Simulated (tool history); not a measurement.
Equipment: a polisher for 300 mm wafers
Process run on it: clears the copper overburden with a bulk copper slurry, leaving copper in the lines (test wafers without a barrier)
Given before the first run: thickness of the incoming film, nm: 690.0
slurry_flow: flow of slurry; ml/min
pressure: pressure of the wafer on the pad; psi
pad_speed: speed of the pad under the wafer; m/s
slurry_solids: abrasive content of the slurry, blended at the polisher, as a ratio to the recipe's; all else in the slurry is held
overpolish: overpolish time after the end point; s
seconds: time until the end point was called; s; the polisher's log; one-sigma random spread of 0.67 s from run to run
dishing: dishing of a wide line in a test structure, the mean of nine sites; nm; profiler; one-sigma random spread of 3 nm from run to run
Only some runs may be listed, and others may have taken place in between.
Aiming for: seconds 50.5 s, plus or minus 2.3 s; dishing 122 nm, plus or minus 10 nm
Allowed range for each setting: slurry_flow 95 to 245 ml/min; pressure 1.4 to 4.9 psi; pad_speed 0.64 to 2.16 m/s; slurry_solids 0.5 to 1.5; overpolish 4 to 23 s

Run 1, hour 0: slurry_flow 155 ml/min, pressure 3.1 psi, pad_speed 1.4 m/s, slurry_solids 1, overpolish 12 s. Result: seconds 35.363 s, dishing 107.6 nm.
Run 2, hour 4.1: slurry_flow 155 ml/min, pressure 2.8 psi, pad_speed 1.38 m/s, slurry_solids 1, overpolish 14 s. Result: seconds 39.162 s, dishing 111.29 nm.
Run 3, hour 11.7: slurry_flow 155 ml/min, pressure 2.8 psi, pad_speed 1.52 m/s, slurry_solids 1, overpolish 14 s. Result: seconds 34.779 s, dishing 113.71 nm.
Run 4, hour 15.1: slurry_flow 155 ml/min, pressure 2.5 psi, pad_speed 1.48 m/s, slurry_solids 1, overpolish 16 s. Result: seconds 39.782 s, dishing 114.75 nm.
Run 5, hour 22.6: slurry_flow 155 ml/min, pressure 2.3 psi, pad_speed 1.46 m/s, slurry_solids 1, overpolish 18 s. Result: seconds 43.206 s, dishing 118.47 nm.
Run 6, hour 25: slurry_flow 155 ml/min, pressure 3 psi, pad_speed 1.46 m/s, slurry_solids 1, overpolish 18 s. Result: seconds 34.193 s, dishing 132.04 nm.
Run 7, hour 28.9: slurry_flow 155 ml/min, pressure 2.7 psi, pad_speed 1.44 m/s, slurry_solids 1, overpolish 19 s. Result: seconds 38.461 s, dishing 125.69 nm.
Run 8, hour 31.5: slurry_flow 155 ml/min, pressure 2.5 psi, pad_speed 1.44 m/s, slurry_solids 1, overpolish 20 s. Result: seconds 40.534 s, dishing 128.01 nm.
Run 9, hour 34.7: slurry_flow 155 ml/min, pressure 2.3 psi, pad_speed 1.44 m/s, slurry_solids 1, overpolish 21 s. Result: seconds 43.608 s, dishing 124.52 nm.
Run 10, hour 37.4: slurry_flow 155 ml/min, pressure 2.2 psi, pad_speed 1.44 m/s, slurry_solids 1, overpolish 22 s. Result: seconds 44.321 s, dishing 120.98 nm.

Next run, 5 choices. One meets every target within its allowed miss, the rest don't. Which?
Run A, hour 40.1: slurry_flow 165 ml/min, pressure 2.5 psi, pad_speed 1.32 m/s, slurry_solids 0.85, overpolish 13 s. Result: seconds ?, dishing ?.
Run B, hour 40.1: slurry_flow 155 ml/min, pressure 2.5 psi, pad_speed 1.62 m/s, slurry_solids 1.15, overpolish 17 s. Result: seconds ?, dishing ?.
Run C, hour 40.1: slurry_flow 135 ml/min, pressure 2.1 psi, pad_speed 1.36 m/s, slurry_solids 0.95, overpolish 23 s. Result: seconds ?, dishing ?.
Run D, hour 40.1: slurry_flow 170 ml/min, pressure 2.1 psi, pad_speed 1.46 m/s, slurry_solids 1.05, overpolish 17 s. Result: seconds ?, dishing ?.
Run E, hour 40.1: slurry_flow 150 ml/min, pressure 1.5 psi, pad_speed 1.58 m/s, slurry_solids 1.2, overpolish 18 s. Result: seconds ?, dishing ?.

move  seconds  dishing
   A   45.386   91.463
   B    35.32   119.75
   C   50.687   113.32
   D    44.35   104.92
   E   50.855    95.93
A: its largest miss is bigger than the last run's
B: its largest miss is bigger than the last run's
C: in spec on every target
D: just as far off the targets as the last run
E: the worst result of the last run now meets its target, but another is out of spec
Go with C: it meets all targets.
